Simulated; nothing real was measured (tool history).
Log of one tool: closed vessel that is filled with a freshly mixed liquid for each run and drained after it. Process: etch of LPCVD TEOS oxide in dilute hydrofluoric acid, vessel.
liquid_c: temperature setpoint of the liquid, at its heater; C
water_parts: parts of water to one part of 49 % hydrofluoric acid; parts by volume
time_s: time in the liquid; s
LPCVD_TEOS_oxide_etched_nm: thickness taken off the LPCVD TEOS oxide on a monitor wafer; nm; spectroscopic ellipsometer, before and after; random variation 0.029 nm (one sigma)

Run 1, hour 0.0: liquid_c 22.0 C, water_parts 245 parts by volume, time_s 60 s. Result: LPCVD_TEOS_oxide_etched_nm 5.7362 nm.
Run 2, hour 1.7: liquid_c 22.0 C, water_parts 325 parts by volume, time_s 60 s. Result: LPCVD_TEOS_oxide_etched_nm 4.0328 nm.
Run 3, hour 7.6: liquid_c 22.0 C, water_parts 355 parts by volume, time_s 60 s. Result: LPCVD_TEOS_oxide_etched_nm 3.5550 nm.
Run 4, hour 11.0: liquid_c 21.5 C, water_parts 355 parts by volume, time_s 60 s. Result: LPCVD_TEOS_oxide_etched_nm 3.5284 nm.
Run 5, hour 15.4: liquid_c 21.5 C, water_parts 285 parts by volume, time_s 60 s. Result: LPCVD_TEOS_oxide_etched_nm 4.6451 nm.
Run 6, hour 20.8: liquid_c 20.5 C, water_parts 295 parts by volume, time_s 60 s. Result: LPCVD_TEOS_oxide_etched_nm 4.3896 nm.
Run 7, hour 29.2: liquid_c 20.0 C, water_parts 310 parts by volume, time_s 60 s. Result: LPCVD_TEOS_oxide_etched_nm 3.9855 nm.
Run 8, hour 34.2: liquid_c 19.5 C, water_parts 315 parts by volume, time_s 60 s. Result: LPCVD_TEOS_oxide_etched_nm 3.8622 nm.
Run 9, hour 43.5: liquid_c 19.0 C, water_parts 320 parts by volume, time_s 60 s. Result: LPCVD_TEOS_oxide_etched_nm 3.6784 nm.
Run 10, hour 48.3: liquid_c 18.5 C, water_parts 325 parts by volume, time_s 60 s. Result: LPCVD_TEOS_oxide_etched_nm 3.6210 nm.
Run 11, hour 55.4: liquid_c 18.0 C, water_parts 330 parts by volume, time_s 60 s. Result: LPCVD_TEOS_oxide_etched_nm 3.4314 nm.

Run 12 comes next. What will it give?
Run 12, hour 60.4: liquid_c 18.0 C, water_parts 335 parts by volume, time_s 60 s. Result: LPCVD_TEOS_oxide_etched_nm ?.

LPCVD_TEOS_oxide_etched_nm: 3.4084 nm

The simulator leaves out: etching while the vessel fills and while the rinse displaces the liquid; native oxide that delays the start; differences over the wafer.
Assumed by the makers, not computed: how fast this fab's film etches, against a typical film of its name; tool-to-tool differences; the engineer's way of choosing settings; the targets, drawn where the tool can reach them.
